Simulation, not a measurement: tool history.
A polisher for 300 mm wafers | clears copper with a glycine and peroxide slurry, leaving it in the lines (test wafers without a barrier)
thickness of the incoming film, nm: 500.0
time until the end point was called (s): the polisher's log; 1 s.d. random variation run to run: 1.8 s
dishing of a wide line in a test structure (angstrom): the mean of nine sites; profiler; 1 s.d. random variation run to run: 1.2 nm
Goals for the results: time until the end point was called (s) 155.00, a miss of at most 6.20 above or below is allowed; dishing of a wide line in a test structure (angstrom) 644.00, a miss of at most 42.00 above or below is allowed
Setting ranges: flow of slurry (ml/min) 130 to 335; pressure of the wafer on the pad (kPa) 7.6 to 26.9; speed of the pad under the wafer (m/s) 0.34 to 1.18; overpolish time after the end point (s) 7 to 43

run,hour,flow of slurry (ml/min),pressure of the wafer on the pad (kPa),speed of the pad under the wafer (m/s),overpolish time after the end point (s),time until the end point was called (s),dishing of a wide line in a test structure (angstrom)
1,0.0,215,17.2,0.76,22,148.31,447.36
2,8.4,215,18.6,0.76,22,139.70,464.36
3,11.9,215,18.6,0.76,26,137.18,525.67
4,20.3,215,17.9,0.76,28,142.58,528.10
5,24.5,215,17.9,0.76,21,143.03,441.52
6,32.8,215,17.9,0.86,21,131.40,485.06
7,40.3,215,17.2,0.86,24,137.24,502.20
8,42.8,215,16.5,0.86,27,140.89,530.01
9,46.9,215,15.9,0.86,29,146.85,560.65
10,51.1,215,15.9,0.86,30,147.47,553.56
11,58.3,215,15.9,0.86,31,143.82,573.56
12,67.0,215,15.2,0.86,32,151.20,560.70
13,70.3,215,15.2,0.86,33,150.42,589.22
14,78.7,215,15.2,0.86,34,149.78,595.33

Pick the move, out of 5, that brings all results within their allowed miss; only one does.
A,87.1,190,18.6,0.76,43,?,?
B,87.1,215,13.8,0.92,40,?,?
C,87.1,215,13.8,0.92,34,?,?
D,87.1,205,17.2,0.78,43,?,?
E,87.1,225,17.2,0.76,35,?,?

move,time until the end point was called (s),dishing of a wide line in a test structure (angstrom)
A,139.91,728.93
B,155.39,646.85
C,155.39,583.17
D,144.83,712.97
E,145.22,628.59
A: carries the result that was furthest off beyond its target, to the other side
B: meets every target
C: its largest miss is bigger than the last run's
D: carries the result that was furthest off beyond its target, to the other side
E: puts the biggest miss on target and leaves a different result outside tolerance
Move B is the one to make.
